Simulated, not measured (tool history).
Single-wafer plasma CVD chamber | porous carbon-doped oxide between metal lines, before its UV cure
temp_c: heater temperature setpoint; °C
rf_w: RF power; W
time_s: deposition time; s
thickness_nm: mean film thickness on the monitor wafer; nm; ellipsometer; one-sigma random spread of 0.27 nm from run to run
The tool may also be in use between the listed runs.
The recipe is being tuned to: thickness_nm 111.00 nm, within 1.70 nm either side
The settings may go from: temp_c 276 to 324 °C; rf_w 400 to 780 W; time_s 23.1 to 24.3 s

run  hour  temp_c  rf_w  time_s  thickness_nm
  1   0.0     300   590    24.3        139.80
  2   7.0     303   580    24.3        136.30
  3  12.7     303   545    24.3        131.52
  4  17.7     305   535    24.3        129.55
  5  26.3     305   535    23.1        123.19
  6  31.9     307   535    23.1        122.00
  7  32.6     309   535    23.1        120.28
  8  36.6     310   535    23.1        120.22
  9  38.7     312   535    23.1        118.80
 10  39.6     313   535    23.1        118.17
 11  45.1     314   535    23.1        118.15
 12  52.8     314   535    23.1        117.76
 13  55.5     315   535    23.1        117.07
 14  61.1     316   535    23.1        117.61
 15  67.7     317   530    23.1        116.14
 16  74.6     318   530    23.1        115.09

Of the 4 settings listed for the next run, only one would bring every result within its allowed miss of target. Which one?
  A  81.5     311   505    23.1             ?
  B  81.5     316   520    23.1             ?
  C  81.5     301   405    23.6             ?
  D  81.5     317   530    23.1             ?

move  thickness_nm
   A        116.47
   B        115.51
   C        111.49
   D        116.12
A: moves away from the targets compared with the last run
B: moves away from the targets compared with the last run
C: hits every target within its allowed miss
D: moves away from the targets compared with the last run
The right move is C.
